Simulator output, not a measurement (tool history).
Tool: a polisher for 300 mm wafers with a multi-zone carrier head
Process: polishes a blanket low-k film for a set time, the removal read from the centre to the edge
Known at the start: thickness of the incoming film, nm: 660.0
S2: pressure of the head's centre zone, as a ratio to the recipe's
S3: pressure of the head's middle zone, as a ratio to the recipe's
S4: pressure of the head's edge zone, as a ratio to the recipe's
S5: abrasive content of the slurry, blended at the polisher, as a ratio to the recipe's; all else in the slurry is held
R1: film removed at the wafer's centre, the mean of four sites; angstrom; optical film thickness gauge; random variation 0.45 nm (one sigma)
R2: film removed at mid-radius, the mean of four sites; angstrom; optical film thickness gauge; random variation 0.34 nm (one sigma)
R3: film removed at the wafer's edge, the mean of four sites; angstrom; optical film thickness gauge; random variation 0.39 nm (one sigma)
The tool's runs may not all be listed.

run 1 day=0 | flow_of_slurry_(ml/min)=205 S2=1 S3=1 S4=1 S5=1 polishing_time_(s)=54 | R1=212.22 R2=210.98 R3=214.88
run 2 day=0.096 | flow_of_slurry_(ml/min)=165 S2=1 S3=1 S4=1 S5=1 polishing_time_(s)=54 | R1=202.63 R2=202.18 R3=206.68
run 3 day=0.217 | flow_of_slurry_(ml/min)=165 S2=1 S3=1 S4=1 S5=0.85 polishing_time_(s)=54 | R1=185.43 R2=187.39 R3=191.19
run 4 day=0.275 | flow_of_slurry_(ml/min)=165 S2=1 S3=1 S4=1 S5=1 polishing_time_(s)=54 | R1=200.05 R2=203.23 R3=206.27
run 5 day=0.388 | flow_of_slurry_(ml/min)=165 S2=1.07 S3=1 S4=1 S5=1 polishing_time_(s)=54 | R1=220.05 R2=199.52 R3=211.58
run 6 day=0.654 | flow_of_slurry_(ml/min)=175 S2=1.07 S3=1.02 S4=1.03 S5=1.1 polishing_time_(s)=54 | R1=233.4 R2=216.08 R3=222.03
run 7 day=0.712 | flow_of_slurry_(ml/min)=185 S2=1.06 S3=1.01 S4=1.05 S5=1.2 polishing_time_(s)=55 | R1=243.61 R2=223.66 R3=237.41
run 8 day=0.917 | flow_of_slurry_(ml/min)=190 S2=1.06 S3=1.02 S4=1.07 S5=1.25 polishing_time_(s)=56 | R1=259.86 R2=239.85 R3=249.17
run 9 day=1.088 | flow_of_slurry_(ml/min)=195 S2=1.05 S3=1.01 S4=1.09 S5=1.3 polishing_time_(s)=57 | R1=272.42 R2=250.03 R3=260.68

Forecast run 10:
run 10 day=1.308 | flow_of_slurry_(ml/min)=185 S2=1 S3=0.98 S4=1.18 S5=1.5 polishing_time_(s)=63 | R1=? R2=? R3=?

{"run 10": {"R1": 289.84, "R2": 283.14, "R3": 309.76}}
